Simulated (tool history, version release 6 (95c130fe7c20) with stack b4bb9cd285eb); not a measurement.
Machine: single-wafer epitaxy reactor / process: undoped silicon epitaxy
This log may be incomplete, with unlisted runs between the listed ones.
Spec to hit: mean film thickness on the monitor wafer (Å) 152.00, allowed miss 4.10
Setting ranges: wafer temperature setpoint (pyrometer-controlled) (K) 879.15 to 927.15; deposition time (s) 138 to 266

| run | hour | wafer temperature setpoint (pyrometer-controlled) (K) | deposition time (s) | mean film thickness on the monitor wafer (Å) |
|---|---|---|---|---|
| 1 | 0.0 | 903.15 | 202 | 246.99 |
| 2 | 1.5 | 896.15 | 202 | 207.73 |
| 3 | 10.3 | 892.15 | 202 | 187.43 |
| 4 | 18.9 | 892.15 | 186 | 173.05 |
| 5 | 22.0 | 897.15 | 186 | 196.10 |
| 6 | 22.7 | 894.15 | 186 | 181.46 |
| 7 | 29.2 | 892.15 | 186 | 174.03 |
| 8 | 38.1 | 890.15 | 186 | 162.86 |
| 9 | 39.4 | 889.15 | 186 | 160.33 |

Which one of the following 5 next-run settings gets every result inside its allowed miss? There is exactly one.
| A | 40.7 | 889.15 | 208 | ? |
| B | 40.7 | 896.15 | 149 | ? |
| C | 40.7 | 895.15 | 158 | ? |
| D | 40.7 | 894.15 | 181 | ? |
| E | 40.7 | 895.15 | 171 | ? |

| move | mean film thickness on the monitor wafer (Å) |
|---|---|
| A | 179.89 |
| B | 154.01 |
| C | 159.23 |
| D | 177.85 |
| E | 172.33 |
A: the biggest miss grows against the last run
B: every result lands within tolerance
C: gains on the last run, yet a result remains outside its allowed miss
D: the biggest miss grows against the last run
E: the biggest miss grows against the last run
The right move is B.

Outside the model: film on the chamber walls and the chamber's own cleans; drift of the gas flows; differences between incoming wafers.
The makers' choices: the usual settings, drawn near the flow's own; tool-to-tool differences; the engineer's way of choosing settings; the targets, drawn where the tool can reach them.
